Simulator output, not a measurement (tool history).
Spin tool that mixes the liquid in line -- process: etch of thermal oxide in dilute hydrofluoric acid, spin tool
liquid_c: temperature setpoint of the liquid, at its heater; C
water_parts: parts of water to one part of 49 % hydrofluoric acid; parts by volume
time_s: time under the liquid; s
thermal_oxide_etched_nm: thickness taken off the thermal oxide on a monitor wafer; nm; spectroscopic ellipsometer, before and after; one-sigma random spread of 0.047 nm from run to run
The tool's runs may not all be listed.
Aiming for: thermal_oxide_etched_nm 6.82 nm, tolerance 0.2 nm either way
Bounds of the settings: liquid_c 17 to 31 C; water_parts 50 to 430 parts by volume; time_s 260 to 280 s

run,hour,liquid_c,water_parts,time_s,thermal_oxide_etched_nm
1,0,23,240,260,4.4481
2,4,25,230,260,5.0805
3,5.7,27.5,230,260,5.4523
4,13.4,27.5,230,280,5.9333
5,20.6,28.5,225,280,6.3167
6,29.4,28.5,145,280,10.846
7,34,26,150,280,9.3037
8,42,24,150,280,8.7087
9,42.7,22.5,150,280,8.3299
10,46.9,21,150,280,7.796
11,48.2,20,150,280,7.3804

Below are 4 possible settings for the next run. Only one of them brings all results inside the allowed miss of their targets. Which is it?
A,49.5,19,145,280,?
B,49.5,17.5,130,265,?
C,49.5,20.5,155,260,?
D,49.5,21,155,280,?

move,thermal_oxide_etched_nm
A,7.5364
B,7.5983
C,6.8788
D,7.5552
A: moves away from the targets compared with the last run
B: moves away from the targets compared with the last run
C: all results in spec
D: moves away from the targets compared with the last run
Move C is the one to make.
